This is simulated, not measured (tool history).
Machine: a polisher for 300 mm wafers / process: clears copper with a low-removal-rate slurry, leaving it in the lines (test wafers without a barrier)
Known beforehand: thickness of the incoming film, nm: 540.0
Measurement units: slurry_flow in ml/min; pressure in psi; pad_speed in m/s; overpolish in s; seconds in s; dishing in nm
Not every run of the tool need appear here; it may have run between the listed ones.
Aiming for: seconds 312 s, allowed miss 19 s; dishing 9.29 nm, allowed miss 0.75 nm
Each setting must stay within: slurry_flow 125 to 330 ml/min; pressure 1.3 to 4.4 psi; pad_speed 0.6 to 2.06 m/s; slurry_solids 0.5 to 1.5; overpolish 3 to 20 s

{"run": 1, "day": 0.0, "slurry_flow": 210, "pressure": 2.8, "pad_speed": 1.32, "slurry_solids": 1, "overpolish": 10, "seconds": 164.02, "dishing": 18.188}
{"run": 2, "day": 0.062, "slurry_flow": 210, "pressure": 2.8, "pad_speed": 1.32, "slurry_solids": 1, "overpolish": 12, "seconds": 159.81, "dishing": 20.105}
{"run": 3, "day": 0.312, "slurry_flow": 210, "pressure": 3.5, "pad_speed": 1.32, "slurry_solids": 1, "overpolish": 12, "seconds": 130.84, "dishing": 23.936}
{"run": 4, "day": 0.571, "slurry_flow": 210, "pressure": 3.3, "pad_speed": 1.28, "slurry_solids": 1, "overpolish": 11, "seconds": 140.71, "dishing": 21.09}
{"run": 5, "day": 0.621, "slurry_flow": 210, "pressure": 3.1, "pad_speed": 1.24, "slurry_solids": 1, "overpolish": 11, "seconds": 154.67, "dishing": 20.08}
{"run": 6, "day": 0.812, "slurry_flow": 210, "pressure": 2.9, "pad_speed": 1.2, "slurry_solids": 1, "overpolish": 10, "seconds": 173.57, "dishing": 18.666}
{"run": 7, "day": 1.042, "slurry_flow": 205, "pressure": 2.7, "pad_speed": 1.2, "slurry_solids": 1, "overpolish": 9, "seconds": 186.18, "dishing": 15.579}
{"run": 8, "day": 1.362, "slurry_flow": 205, "pressure": 1.9, "pad_speed": 1.14, "slurry_solids": 1, "overpolish": 9, "seconds": 269.49, "dishing": 11.486}
{"run": 9, "day": 1.467, "slurry_flow": 205, "pressure": 1.9, "pad_speed": 1.14, "slurry_solids": 1, "overpolish": 9, "seconds": 270.39, "dishing": 11.504}

Exactly one of the 4 candidate moves below puts every result within its allowed miss. Which one?
{"run": "A", "day": 1.571, "slurry_flow": 180, "pressure": 1.6, "pad_speed": 1.14, "slurry_solids": 1.1, "overpolish": 13, "seconds": "?", "dishing": "?"}
{"run": "B", "day": 1.571, "slurry_flow": 270, "pressure": 1.8, "pad_speed": 0.88, "slurry_solids": 1.05, "overpolish": 18, "seconds": "?", "dishing": "?"}
{"run": "C", "day": 1.571, "slurry_flow": 205, "pressure": 1.6, "pad_speed": 1.08, "slurry_solids": 1.1, "overpolish": 11, "seconds": "?", "dishing": "?"}
{"run": "D", "day": 1.571, "slurry_flow": 190, "pressure": 2.2, "pad_speed": 0.82, "slurry_solids": 1.2, "overpolish": 8, "seconds": "?", "dishing": "?"}

move=A seconds=315.73 dishing=13.665
move=B seconds=349.68 dishing=16.171
move=C seconds=327.48 dishing=11.647
move=D seconds=311.67 dishing=9.3656
A: the biggest miss grows against the last run
B: the biggest miss grows against the last run
C: the biggest miss grows against the last run
D: in spec on every target
Answer: D
